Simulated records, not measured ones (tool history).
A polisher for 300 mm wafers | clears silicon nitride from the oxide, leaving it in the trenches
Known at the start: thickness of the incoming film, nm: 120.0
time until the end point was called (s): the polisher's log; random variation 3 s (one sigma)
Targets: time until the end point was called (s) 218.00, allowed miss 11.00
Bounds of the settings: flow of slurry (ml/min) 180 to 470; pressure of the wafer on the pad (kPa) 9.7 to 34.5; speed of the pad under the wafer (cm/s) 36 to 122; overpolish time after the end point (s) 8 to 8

| run | day | flow of slurry (ml/min) | pressure of the wafer on the pad (kPa) | speed of the pad under the wafer (cm/s) | overpolish time after the end point (s) | time until the end point was called (s) |
|---|---|---|---|---|---|---|
| 1 | 0.000 | 300 | 22.1 | 78 | 8 | 151.22 |
| 2 | 0.179 | 300 | 20.0 | 78 | 8 | 164.73 |
| 3 | 0.250 | 300 | 20.0 | 62 | 8 | 201.32 |
| 4 | 0.346 | 300 | 22.1 | 62 | 8 | 183.17 |
| 5 | 0.675 | 300 | 21.4 | 62 | 8 | 192.22 |
| 6 | 0.962 | 375 | 21.4 | 62 | 8 | 186.99 |
| 7 | 1.296 | 375 | 20.7 | 62 | 8 | 192.76 |
| 8 | 1.354 | 375 | 20.0 | 62 | 8 | 202.35 |

Which of these 4 next moves meets every target?
| A | 1.412 | 435 | 21.4 | 58 | 8 | ? |
| B | 1.412 | 310 | 20.7 | 60 | 8 | ? |
| C | 1.412 | 420 | 17.2 | 64 | 8 | ? |
| D | 1.412 | 310 | 16.5 | 80 | 8 | ? |

| move | time until the end point was called (s) |
|---|---|
| A | 198.72 |
| B | 203.77 |
| C | 223.01 |
| D | 191.37 |
A: further off than the last run
B: nearer than the last run, and not there yet
C: meets every target
D: further off than the last run
The right move is C.

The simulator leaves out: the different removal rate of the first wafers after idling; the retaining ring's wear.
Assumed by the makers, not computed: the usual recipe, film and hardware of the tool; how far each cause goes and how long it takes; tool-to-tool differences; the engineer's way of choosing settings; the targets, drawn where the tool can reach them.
